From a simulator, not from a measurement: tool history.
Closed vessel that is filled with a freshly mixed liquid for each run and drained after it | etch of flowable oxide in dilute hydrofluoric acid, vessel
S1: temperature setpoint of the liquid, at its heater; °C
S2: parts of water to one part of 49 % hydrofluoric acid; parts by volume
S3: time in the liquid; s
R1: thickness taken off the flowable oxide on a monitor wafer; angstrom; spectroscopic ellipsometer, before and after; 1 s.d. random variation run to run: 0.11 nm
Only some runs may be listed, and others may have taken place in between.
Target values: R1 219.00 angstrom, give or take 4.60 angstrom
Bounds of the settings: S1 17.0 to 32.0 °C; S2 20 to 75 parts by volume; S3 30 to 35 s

{"run": 1, "day": 0.0, "S1": 24.0, "S2": 45, "S3": 35, "R1": 248.68}
{"run": 2, "day": 0.212, "S1": 23.5, "S2": 45, "S3": 35, "R1": 244.65}
{"run": 3, "day": 0.292, "S1": 20.0, "S2": 45, "S3": 35, "R1": 210.18}
{"run": 4, "day": 0.675, "S1": 20.0, "S2": 45, "S3": 35, "R1": 212.02}
{"run": 5, "day": 0.767, "S1": 20.0, "S2": 45, "S3": 30, "R1": 179.89}
{"run": 6, "day": 0.933, "S1": 20.0, "S2": 50, "S3": 30, "R1": 163.72}
{"run": 7, "day": 1.296, "S1": 21.5, "S2": 50, "S3": 30, "R1": 173.35}
{"run": 8, "day": 1.65, "S1": 23.0, "S2": 50, "S3": 30, "R1": 182.94}
{"run": 9, "day": 1.929, "S1": 24.0, "S2": 50, "S3": 30, "R1": 191.44}
{"run": 10, "day": 2.271, "S1": 25.0, "S2": 50, "S3": 30, "R1": 199.51}

Next run, 5 choices. One meets every target within its allowed miss, the rest don't. Which?
{"run": "A", "day": 2.612, "S1": 25.0, "S2": 50, "S3": 35, "R1": "?"}
{"run": "B", "day": 2.612, "S1": 25.5, "S2": 45, "S3": 30, "R1": "?"}
{"run": "C", "day": 2.612, "S1": 21.5, "S2": 40, "S3": 30, "R1": "?"}
{"run": "D", "day": 2.612, "S1": 26.0, "S2": 45, "S3": 30, "R1": "?"}
{"run": "E", "day": 2.612, "S1": 27.5, "S2": 55, "S3": 35, "R1": "?"}

move=A R1=231.96
move=B R1=227.02
move=C R1=217.71
move=D R1=231.70
move=E R1=231.63
A: takes the biggest miss from the last run beyond its target
B: takes the biggest miss from the last run beyond its target
C: meets every target
D: takes the biggest miss from the last run beyond its target
E: takes the biggest miss from the last run beyond its target
C is the move that brings every result within its allowed miss.

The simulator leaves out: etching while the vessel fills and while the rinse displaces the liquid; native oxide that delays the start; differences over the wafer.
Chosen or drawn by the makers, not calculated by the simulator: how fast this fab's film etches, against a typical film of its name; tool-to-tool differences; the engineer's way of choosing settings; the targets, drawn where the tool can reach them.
